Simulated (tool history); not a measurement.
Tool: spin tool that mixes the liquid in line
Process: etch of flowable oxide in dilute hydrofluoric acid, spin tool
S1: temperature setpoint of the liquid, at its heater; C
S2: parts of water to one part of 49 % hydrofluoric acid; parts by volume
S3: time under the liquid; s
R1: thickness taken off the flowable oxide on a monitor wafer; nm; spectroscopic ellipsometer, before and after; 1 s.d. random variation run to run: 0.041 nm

run 1 hour=0.0 | S1=23 S2=120 S3=65 | R1=11.2430
run 2 hour=1.5 | S1=23 S2=120 S3=45 | R1=7.6840
run 3 hour=3.9 | S1=23 S2=150 S3=45 | R1=5.9783
run 4 hour=8.4 | S1=23 S2=110 S3=45 | R1=8.4750
run 5 hour=11.6 | S1=21 S2=110 S3=45 | R1=7.7937
run 6 hour=18.3 | S1=21 S2=110 S3=65 | R1=11.4270
run 7 hour=20.0 | S1=21 S2=130 S3=65 | R1=9.4325

Run 8 is up next; what results do you expect?
run 8 hour=22.1 | S1=21 S2=145 S3=65 | R1=?

Run 8 produced R1 8.3430 nm.
